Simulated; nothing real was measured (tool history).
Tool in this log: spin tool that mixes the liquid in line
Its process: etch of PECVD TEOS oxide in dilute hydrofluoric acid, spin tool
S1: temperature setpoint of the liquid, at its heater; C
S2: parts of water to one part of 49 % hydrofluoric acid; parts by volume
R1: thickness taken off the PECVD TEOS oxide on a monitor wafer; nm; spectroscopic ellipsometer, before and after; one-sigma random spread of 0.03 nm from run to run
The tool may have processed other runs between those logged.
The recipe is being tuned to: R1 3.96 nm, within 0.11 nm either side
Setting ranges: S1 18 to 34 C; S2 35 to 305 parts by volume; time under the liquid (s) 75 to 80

Run 1, hour 0: S1 26 C, S2 170 parts by volume, time under the liquid (s) 75. Result: R1 6.7149 nm.
Run 2, hour 3.8: S1 26 C, S2 115 parts by volume, time under the liquid (s) 75. Result: R1 10.425 nm.
Run 3, hour 10.7: S1 26 C, S2 115 parts by volume, time under the liquid (s) 75. Result: R1 10.411 nm.
Run 4, hour 14.1: S1 26 C, S2 115 parts by volume, time under the liquid (s) 75. Result: R1 10.473 nm.
Run 5, hour 19.3: S1 26 C, S2 115 parts by volume, time under the liquid (s) 80. Result: R1 11.026 nm.
Run 6, hour 26.1: S1 26 C, S2 115 parts by volume, time under the liquid (s) 75. Result: R1 10.629 nm.
Run 7, hour 30.3: S1 23.5 C, S2 145 parts by volume, time under the liquid (s) 75. Result: R1 7.3282 nm.
Run 8, hour 33.7: S1 22 C, S2 160 parts by volume, time under the liquid (s) 75. Result: R1 6.047 nm.
Run 9, hour 38.7: S1 21 C, S2 170 parts by volume, time under the liquid (s) 75. Result: R1 5.5117 nm.
Run 10, hour 46.1: S1 20 C, S2 180 parts by volume, time under the liquid (s) 75. Result: R1 4.9431 nm.
Run 11, hour 53.1: S1 20 C, S2 180 parts by volume, time under the liquid (s) 75. Result: R1 4.9357 nm.
Run 12, hour 60.4: S1 19.5 C, S2 185 parts by volume, time under the liquid (s) 75. Result: R1 4.6961 nm.
Run 13, hour 66.3: S1 19 C, S2 190 parts by volume, time under the liquid (s) 75. Result: R1 4.4475 nm.
Run 14, hour 67.1: S1 18.5 C, S2 195 parts by volume, time under the liquid (s) 75. Result: R1 4.2874 nm.
Run 15, hour 69.1: S1 18.5 C, S2 200 parts by volume, time under the liquid (s) 75. Result: R1 4.088 nm.

Which single option among these 4 for the next run brings every result within its allowed miss of target? Just one does.
Run A, hour 71.1: S1 18 C, S2 190 parts by volume, time under the liquid (s) 75. Result: R1 ?.
Run B, hour 71.1: S1 20.5 C, S2 205 parts by volume, time under the liquid (s) 75. Result: R1 ?.
Run C, hour 71.1: S1 18.5 C, S2 205 parts by volume, time under the liquid (s) 80. Result: R1 ?.
Run D, hour 71.1: S1 18 C, S2 215 parts by volume, time under the liquid (s) 80. Result: R1 ?.

move      R1
   A  4.2663
   B  4.2961
   C  4.2411
   D  3.9286
A: the biggest miss grows against the last run
B: the biggest miss grows against the last run
C: the biggest miss grows against the last run
D: hits every target within its allowed miss
So the answer is move D, the one that meets all the targets.
